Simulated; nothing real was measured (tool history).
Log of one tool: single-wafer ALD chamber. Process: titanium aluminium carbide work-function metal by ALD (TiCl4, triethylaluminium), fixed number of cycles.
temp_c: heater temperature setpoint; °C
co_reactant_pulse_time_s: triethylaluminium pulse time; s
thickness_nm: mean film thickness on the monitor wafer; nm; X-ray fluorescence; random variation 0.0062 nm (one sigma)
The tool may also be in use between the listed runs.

Run 1, day 0: temp_c 300 °C, co_reactant_pulse_time_s 9.52 s. Result: thickness_nm 2.3412 nm.
Run 2, day 0.196: temp_c 296 °C, co_reactant_pulse_time_s 8.6 s. Result: thickness_nm 2.2668 nm.
Run 3, day 0.35: temp_c 293 °C, co_reactant_pulse_time_s 7.92 s. Result: thickness_nm 2.2189 nm.
Run 4, day 0.404: temp_c 290 °C, co_reactant_pulse_time_s 7.27 s. Result: thickness_nm 2.1378 nm.
Run 5, day 0.492: temp_c 288 °C, co_reactant_pulse_time_s 7.04 s. Result: thickness_nm 2.0985 nm.
Run 6, day 0.833: temp_c 279 °C, co_reactant_pulse_time_s 7.04 s. Result: thickness_nm 2.0255 nm.

Run 7 comes next. What will it give?
Run 7, day 1.204: temp_c 278 °C, co_reactant_pulse_time_s 6.83 s. Result: thickness_nm ?.

{"run 7": {"thickness_nm": 1.98}}
